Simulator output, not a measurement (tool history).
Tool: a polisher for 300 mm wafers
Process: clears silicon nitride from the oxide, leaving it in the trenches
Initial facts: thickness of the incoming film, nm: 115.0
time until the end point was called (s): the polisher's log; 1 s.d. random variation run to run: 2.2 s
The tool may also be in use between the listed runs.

| run | hour | flow of slurry (ml/min) | pressure of the wafer on the pad (psi) | speed of the pad under the wafer (cm/s) | overpolish time after the end point (s) | time until the end point was called (s) |
|---|---|---|---|---|---|---|
| 1 | 0 | 155 | 2.8 | 90 | 17 | 131.61 |
| 2 | 7 | 125 | 2.8 | 90 | 17 | 132.67 |
| 3 | 16 | 125 | 2.4 | 90 | 17 | 155.94 |
| 4 | 18.3 | 125 | 2.1 | 90 | 17 | 171.93 |
| 5 | 22.9 | 125 | 1.5 | 90 | 17 | 225.84 |
| 6 | 31.2 | 145 | 1.5 | 90 | 17 | 220.65 |
| 7 | 34.4 | 125 | 1.3 | 88 | 17 | 259.22 |
| 8 | 39.4 | 130 | 1.3 | 88 | 17 | 255.58 |

Predict the results of run 9:
| 9 | 40 | 135 | 1.3 | 88 | 17 | ? |

For run 9 the tool returned time until the end point was called (s) 255.92.

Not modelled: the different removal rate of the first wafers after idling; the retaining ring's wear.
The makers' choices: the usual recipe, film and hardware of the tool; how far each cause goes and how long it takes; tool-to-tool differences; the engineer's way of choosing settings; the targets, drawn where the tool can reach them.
